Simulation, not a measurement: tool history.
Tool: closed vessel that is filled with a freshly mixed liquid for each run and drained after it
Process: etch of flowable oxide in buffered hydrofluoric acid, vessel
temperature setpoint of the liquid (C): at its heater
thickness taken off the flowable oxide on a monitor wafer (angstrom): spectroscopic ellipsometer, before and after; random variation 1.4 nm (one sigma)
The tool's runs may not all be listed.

run  hour  temperature setpoint of the liquid (C)  parts of 40 % ammonium fluoride to one part of 49 % hydrofluoric acid (parts by volume)  time in the liquid (s)  thickness taken off the flowable oxide on a monitor wafer (angstrom)
  1   0.0                                    24.0                                                                                       24                     100                                                                2355.3
  2   8.0                                    24.0                                                                                       24                     100                                                                2339.2
  3  12.3                                    22.0                                                                                       24                     100                                                                2114.2
  4  16.0                                    20.5                                                                                       24                     100                                                                1939.5
  5  20.0                                    20.5                                                                                       24                     100                                                                1957.5
  6  23.8                                    19.5                                                                                       24                     100                                                                1862.1

Forecast run 7:
  7  25.3                                    19.0                                                                                       24                     100                                                                     ?

{"run 7": {"thickness taken off the flowable oxide on a monitor wafer (angstrom)": 1818.7}}

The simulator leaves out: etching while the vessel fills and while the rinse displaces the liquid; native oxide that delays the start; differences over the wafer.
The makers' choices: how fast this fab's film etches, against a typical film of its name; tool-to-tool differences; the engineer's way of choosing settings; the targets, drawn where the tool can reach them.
